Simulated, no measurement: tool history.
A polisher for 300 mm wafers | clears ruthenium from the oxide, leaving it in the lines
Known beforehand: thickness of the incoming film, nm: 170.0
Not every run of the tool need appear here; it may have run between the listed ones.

run  hour  flow of slurry (ml/min)  pressure of the wafer on the pad (psi)  speed of the pad under the wafer (m/s)  overpolish time after the end point (s)  time until the end point was called (s)
  1     0                      195                                     2.7                                    1.14                                       31                                   92.786
  2   0.9                      195                                     2.3                                    1.08                                       31                                   114.86
  3   1.8                      195                                     2.3                                    1.08                                       31                                   113.25
  4   7.9                      195                                       2                                    1.04                                       31                                   124.95
  5  16.2                      195                                     1.5                                    1.04                                       31                                   157.73
  6  24.6                      195                                     1.4                                    1.02                                       31                                   160.31
  7  32.4                      195                                     1.4                                       1                                       31                                   164.44

What does the tool deliver on the next run?
  8  40.3                      195                                     1.4                                    0.98                                       31                                        ?

Run 8 gave time until the end point was called (s) 165.11.
